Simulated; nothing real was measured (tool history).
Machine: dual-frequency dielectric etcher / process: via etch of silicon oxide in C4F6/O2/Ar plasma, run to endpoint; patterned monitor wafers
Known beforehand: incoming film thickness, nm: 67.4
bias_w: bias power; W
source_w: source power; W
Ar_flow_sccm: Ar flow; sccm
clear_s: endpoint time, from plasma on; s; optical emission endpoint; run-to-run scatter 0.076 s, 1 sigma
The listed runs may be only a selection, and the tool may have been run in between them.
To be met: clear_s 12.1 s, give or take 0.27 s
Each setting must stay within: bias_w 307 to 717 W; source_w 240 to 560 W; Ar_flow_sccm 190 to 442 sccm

run	day	bias_w	source_w	Ar_flow_sccm	clear_s
1	0	512	400	316	13.369
2	0.112	527	400	315	13.089
3	0.179	538	400	315	13.016
4	0.425	548	400	315	12.846
5	0.538	556	400	315	12.887
6	0.892	566	400	315	12.725
7	0.921	573	400	315	12.664
8	1.154	580	400	315	12.513
9	1.517	584	400	315	12.506
10	1.717	589	400	315	12.506

Exactly one of the 5 candidate moves below puts every result within its allowed miss. Which one?
A	1.917	614	350	361	?
B	1.917	598	410	280	?
C	1.917	552	380	329	?
D	1.917	536	400	301	?
E	1.917	624	360	331	?

move	clear_s
A	13.026
B	12.083
C	13.13
D	12.922
E	12.667
A: moves away from the targets compared with the last run
B: hits every target within its allowed miss
C: moves away from the targets compared with the last run
D: moves away from the targets compared with the last run
E: moves away from the targets compared with the last run
B meets every target.

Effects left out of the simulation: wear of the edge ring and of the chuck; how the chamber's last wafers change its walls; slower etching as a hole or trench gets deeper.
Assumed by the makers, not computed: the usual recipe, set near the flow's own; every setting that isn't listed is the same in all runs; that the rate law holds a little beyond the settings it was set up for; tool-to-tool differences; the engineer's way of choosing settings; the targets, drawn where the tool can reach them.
